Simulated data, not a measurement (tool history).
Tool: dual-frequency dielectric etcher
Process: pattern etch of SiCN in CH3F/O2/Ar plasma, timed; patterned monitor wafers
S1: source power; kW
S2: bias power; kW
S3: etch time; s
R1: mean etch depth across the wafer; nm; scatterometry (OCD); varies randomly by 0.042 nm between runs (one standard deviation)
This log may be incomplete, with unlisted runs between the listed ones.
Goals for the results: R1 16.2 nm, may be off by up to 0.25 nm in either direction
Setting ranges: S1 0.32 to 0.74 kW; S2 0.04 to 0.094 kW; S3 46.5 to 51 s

run  hour    S1     S2    S3      R1
  1     0  0.53  0.067    51  20.247
  2   3.4  0.51  0.065    51  19.809
  3   7.4  0.51  0.057    51  18.945
  4  14.1  0.51  0.057  46.5  17.199
  5  18.1  0.55  0.057  46.5  17.665
  6  26.4   0.5  0.057  46.5  17.233
  7  27.3  0.49  0.057  46.5  17.089
  8    31  0.48  0.057  46.5  16.973
  9  36.8  0.47  0.057  46.5  16.857
 10  44.2  0.46  0.057  46.5  16.795

Exercise: of the 4 proposed moves below, exactly one satisfies all targets within the stated allowed misses. Which move is it?
  A  51.6  0.51  0.049    48   ?
  B  51.6  0.48  0.052    48   ?
  C  51.6  0.43  0.054  46.5   ?
  D  51.6  0.46  0.045    50   ?

move      R1
   A  16.938
   B  16.953
   C  16.099
   D  16.644
A: moves away from the targets compared with the last run
B: moves away from the targets compared with the last run
C: each result inside its tolerance
D: nearer than the last run, and not there yet
So the answer is move C, the one that meets all the targets.

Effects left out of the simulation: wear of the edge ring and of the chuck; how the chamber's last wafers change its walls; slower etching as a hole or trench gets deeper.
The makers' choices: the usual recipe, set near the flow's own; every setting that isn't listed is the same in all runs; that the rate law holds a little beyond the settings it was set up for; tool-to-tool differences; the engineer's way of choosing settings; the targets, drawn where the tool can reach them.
